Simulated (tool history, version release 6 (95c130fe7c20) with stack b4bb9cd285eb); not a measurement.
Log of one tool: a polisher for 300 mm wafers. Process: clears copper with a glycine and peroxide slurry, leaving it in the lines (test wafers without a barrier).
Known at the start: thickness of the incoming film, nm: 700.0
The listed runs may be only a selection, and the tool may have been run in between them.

run,hour,flow of slurry (ml/min),pressure of the wafer on the pad (psi),speed of the pad under the wafer (cm/s),overpolish time after the end point (s),time until the end point was called (s),dishing of a wide line in a test structure (angstrom)
1,0,260,2.8,108,25,100.79,887.65
2,6.3,260,2.7,108,24,102.44,870.95
3,9.2,260,2.7,108,33,104.16,1053.2
4,15.9,260,2.7,108,41,102.28,1155.6
5,22.9,255,2.6,108,37,103.26,1052.1
6,28.9,255,2.6,130,37,92.564,1133.7
7,36.1,230,2.2,100,25,128.81,759.57
8,38.4,230,2.2,102,23,128.76,711.45
9,44.1,230,2.2,104,22,125.04,691.33

Predict the results of run 10:
10,52.3,230,2.1,106,21,?,?

time until the end point was called (s): 131.96
dishing of a wide line in a test structure (angstrom): 663.25

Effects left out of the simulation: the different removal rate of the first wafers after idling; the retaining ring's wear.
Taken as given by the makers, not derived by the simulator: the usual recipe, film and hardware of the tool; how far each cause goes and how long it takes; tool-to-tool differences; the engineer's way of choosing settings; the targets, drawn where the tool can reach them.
